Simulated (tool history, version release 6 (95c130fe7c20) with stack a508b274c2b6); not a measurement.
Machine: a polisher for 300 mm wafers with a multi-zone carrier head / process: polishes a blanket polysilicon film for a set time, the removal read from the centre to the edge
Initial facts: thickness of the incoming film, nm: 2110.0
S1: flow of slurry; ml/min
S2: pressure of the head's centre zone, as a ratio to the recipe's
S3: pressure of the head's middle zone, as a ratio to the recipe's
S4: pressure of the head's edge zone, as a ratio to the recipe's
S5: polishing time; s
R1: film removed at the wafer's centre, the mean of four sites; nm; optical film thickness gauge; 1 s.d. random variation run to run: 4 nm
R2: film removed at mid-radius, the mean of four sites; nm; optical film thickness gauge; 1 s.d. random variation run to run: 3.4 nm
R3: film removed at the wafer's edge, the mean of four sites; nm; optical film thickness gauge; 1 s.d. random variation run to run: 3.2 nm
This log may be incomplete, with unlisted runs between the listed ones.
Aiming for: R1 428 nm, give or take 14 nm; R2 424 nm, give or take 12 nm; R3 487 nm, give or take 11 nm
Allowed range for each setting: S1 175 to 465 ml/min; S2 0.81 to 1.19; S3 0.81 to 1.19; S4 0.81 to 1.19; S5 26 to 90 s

{"run": 1, "hour": 0.0, "S1": 295, "S2": 1, "S3": 1, "S4": 1, "S5": 58, "R1": 668.27, "R2": 708.29, "R3": 691.85}
{"run": 2, "hour": 3.5, "S1": 295, "S2": 1, "S3": 0.92, "S4": 1, "S5": 58, "R1": 676.97, "R2": 658.32, "R3": 697.33}
{"run": 3, "hour": 4.6, "S1": 295, "S2": 1, "S3": 0.86, "S4": 1, "S5": 58, "R1": 680.09, "R2": 626.63, "R3": 702.02}
{"run": 4, "hour": 6.5, "S1": 285, "S2": 0.98, "S3": 0.85, "S4": 0.99, "S5": 55, "R1": 638.07, "R2": 569.01, "R3": 651.45}
{"run": 5, "hour": 12.1, "S1": 285, "S2": 0.98, "S3": 0.85, "S4": 0.93, "S5": 55, "R1": 629.47, "R2": 580.18, "R3": 631.96}
{"run": 6, "hour": 13.5, "S1": 275, "S2": 0.95, "S3": 0.84, "S4": 0.93, "S5": 53, "R1": 575.14, "R2": 551.51, "R3": 608.92}
{"run": 7, "hour": 22.0, "S1": 265, "S2": 0.94, "S3": 0.83, "S4": 0.93, "S5": 51, "R1": 559.18, "R2": 518.67, "R3": 583.35}
{"run": 8, "hour": 29.0, "S1": 255, "S2": 0.92, "S3": 0.83, "S4": 0.92, "S5": 50, "R1": 537.25, "R2": 506.07, "R3": 566.83}
{"run": 9, "hour": 35.2, "S1": 255, "S2": 0.92, "S3": 0.83, "S4": 0.92, "S5": 50, "R1": 541.02, "R2": 506.39, "R3": 572.82}
{"run": 10, "hour": 42.5, "S1": 250, "S2": 0.9, "S3": 0.83, "S4": 0.91, "S5": 49, "R1": 522.39, "R2": 491.96, "R3": 556.49}
{"run": 11, "hour": 46.0, "S1": 250, "S2": 0.88, "S3": 0.83, "S4": 0.91, "S5": 48, "R1": 496.32, "R2": 490.06, "R3": 539.98}
{"run": 12, "hour": 50.4, "S1": 240, "S2": 0.87, "S3": 0.83, "S4": 0.91, "S5": 47, "R1": 476.91, "R2": 482.76, "R3": 529.34}
{"run": 13, "hour": 56.7, "S1": 240, "S2": 0.87, "S3": 0.83, "S4": 0.91, "S5": 47, "R1": 480.1, "R2": 469.74, "R3": 526.45}
{"run": 14, "hour": 63.7, "S1": 235, "S2": 0.86, "S3": 0.83, "S4": 0.91, "S5": 47, "R1": 462.37, "R2": 474.16, "R3": 532.75}
{"run": 15, "hour": 68.8, "S1": 230, "S2": 0.86, "S3": 0.83, "S4": 0.91, "S5": 46, "R1": 456.87, "R2": 466.57, "R3": 517.34}
{"hour": 77.7, "done": "worn pad replaced by a new one"}
{"run": 16, "hour": 77.7, "S1": 225, "S2": 0.86, "S3": 0.83, "S4": 0.91, "S5": 45, "R1": 472.05, "R2": 485.43, "R3": 533.99}
{"run": 17, "hour": 81.7, "S1": 240, "S2": 0.86, "S3": 0.83, "S4": 0.91, "S5": 45, "R1": 484.93, "R2": 477.47, "R3": 541.03}
{"run": 18, "hour": 85.6, "S1": 235, "S2": 0.86, "S3": 0.83, "S4": 0.91, "S5": 44, "R1": 473.87, "R2": 472.52, "R3": 529.1}
{"run": 19, "hour": 88.0, "S1": 235, "S2": 0.85, "S3": 0.83, "S4": 0.91, "S5": 43, "R1": 454.27, "R2": 459.95, "R3": 513.37}
{"run": 20, "hour": 93.4, "S1": 235, "S2": 0.85, "S3": 0.83, "S4": 0.91, "S5": 42, "R1": 446.01, "R2": 452.08, "R3": 498.08}
{"run": 21, "hour": 96.1, "S1": 225, "S2": 0.85, "S3": 0.83, "S4": 0.92, "S5": 41, "R1": 430.79, "R2": 435.71, "R3": 495.71}

5 next moves are on the table. One of them brings every result within its allowed miss. Which?
{"run": "A", "hour": 98.8, "S1": 175, "S2": 0.88, "S3": 0.85, "S4": 0.98, "S5": 43, "R1": "?", "R2": "?", "R3": "?"}
{"run": "B", "hour": 98.8, "S1": 185, "S2": 0.86, "S3": 0.89, "S4": 0.91, "S5": 42, "R1": "?", "R2": "?", "R3": "?"}
{"run": "C", "hour": 98.8, "S1": 180, "S2": 0.81, "S3": 0.86, "S4": 0.87, "S5": 43, "R1": "?", "R2": "?", "R3": "?"}
{"run": "D", "hour": 98.8, "S1": 205, "S2": 0.84, "S3": 0.84, "S4": 0.96, "S5": 43, "R1": "?", "R2": "?", "R3": "?"}
{"run": "E", "hour": 98.8, "S1": 225, "S2": 0.86, "S3": 0.82, "S4": 0.94, "S5": 40, "R1": "?", "R2": "?", "R3": "?"}

move=A R1=442.95 R2=447.94 R3=513.62
move=B R1=430.39 R2=459.6 R3=488.18
move=C R1=418.06 R2=455.08 R3=487.94
move=D R1=441.55 R2=457.04 R3=519.79
move=E R1=425.23 R2=423.06 R3=484.17
A: misses by more than the last run did
B: misses by more than the last run did
C: misses by more than the last run did
D: misses by more than the last run did
E: meets every target
Correct choice: E, which meets every target
